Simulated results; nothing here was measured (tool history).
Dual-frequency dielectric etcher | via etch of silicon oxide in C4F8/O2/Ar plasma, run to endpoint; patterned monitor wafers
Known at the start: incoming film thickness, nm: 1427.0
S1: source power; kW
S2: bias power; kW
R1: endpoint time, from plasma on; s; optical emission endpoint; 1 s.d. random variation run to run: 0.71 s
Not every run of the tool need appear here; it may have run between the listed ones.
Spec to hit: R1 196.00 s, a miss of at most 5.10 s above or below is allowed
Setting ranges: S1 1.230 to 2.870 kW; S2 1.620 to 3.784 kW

run	day	S1	S2	R1
1	0.000	2.050	2.702	231.88
2	0.142	2.150	2.758	224.08
3	0.242	2.230	2.787	219.66
4	0.292	2.230	3.235	208.96
5	0.471	1.890	3.235	227.01
6	0.571	1.890	2.797	238.99
7	0.908	2.000	2.834	231.06
8	1.071	2.090	2.867	225.15
9	1.200	2.170	2.895	219.81
10	1.246	2.230	2.917	217.18
11	1.346	2.230	2.917	216.82
12	1.471	2.290	2.938	213.59
13	1.575	2.340	2.957	209.94
14	1.654	2.340	2.957	209.69

4 candidate next runs follow, results not yet known. Just one meets every target within its allowed miss. Identify it.
A	1.733	2.730	2.915	?
B	1.733	2.450	2.580	?
C	1.733	2.100	2.595	?
D	1.733	2.130	2.754	?

move	R1
A	195.46
B	214.39
C	231.18
D	225.03
A: each result inside its tolerance
B: the biggest miss grows against the last run
C: the biggest miss grows against the last run
D: the biggest miss grows against the last run
Go with A: it meets all targets.
